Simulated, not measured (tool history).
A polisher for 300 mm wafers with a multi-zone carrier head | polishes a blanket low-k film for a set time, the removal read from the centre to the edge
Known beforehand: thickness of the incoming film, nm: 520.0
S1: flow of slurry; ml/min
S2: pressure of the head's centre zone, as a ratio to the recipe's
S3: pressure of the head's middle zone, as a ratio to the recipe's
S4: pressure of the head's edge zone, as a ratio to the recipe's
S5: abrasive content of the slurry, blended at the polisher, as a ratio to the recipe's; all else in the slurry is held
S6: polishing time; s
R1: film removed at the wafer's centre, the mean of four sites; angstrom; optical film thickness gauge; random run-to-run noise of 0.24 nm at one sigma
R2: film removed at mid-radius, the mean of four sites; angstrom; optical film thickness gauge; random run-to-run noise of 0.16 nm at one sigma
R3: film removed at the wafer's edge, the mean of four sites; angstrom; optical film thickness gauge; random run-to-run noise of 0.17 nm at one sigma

run 1 hour=0.0 | S1=270 S2=1.00 S3=1.00 S4=1.00 S5=1.0 S6=51 | R1=219.05 R2=220.61 R3=219.24
run 2 hour=8.7 | S1=270 S2=1.00 S3=1.00 S4=1.00 S5=1.0 S6=45 | R1=200.53 R2=193.51 R3=196.13
run 3 hour=14.6 | S1=270 S2=1.00 S3=0.99 S4=0.99 S5=1.0 S6=45 | R1=190.32 R2=193.71 R3=193.66
run 4 hour=15.9 | S1=235 S2=1.00 S3=0.99 S4=0.99 S5=1.0 S6=45 | R1=191.92 R2=191.09 R3=194.40
run 5 hour=23.9 | S1=235 S2=1.01 S3=0.98 S4=0.98 S5=1.0 S6=45 | R1=190.06 R2=186.11 R3=187.85
run 6 hour=31.5 | S1=235 S2=1.01 S3=0.98 S4=0.98 S5=0.8 S6=45 | R1=172.73 R2=166.60 R3=170.64
run 7 hour=35.4 | S1=235 S2=1.02 S3=0.98 S4=0.98 S5=0.8 S6=45 | R1=173.60 R2=168.57 R3=169.15

Run 8 is up next; what results do you expect?
run 8 hour=38.8 | S1=235 S2=1.02 S3=0.98 S4=0.98 S5=0.8 S6=45 | R1=? R2=? R3=?

{"run 8": {"R1": 175.65, "R2": 169.38, "R3": 171.0}}
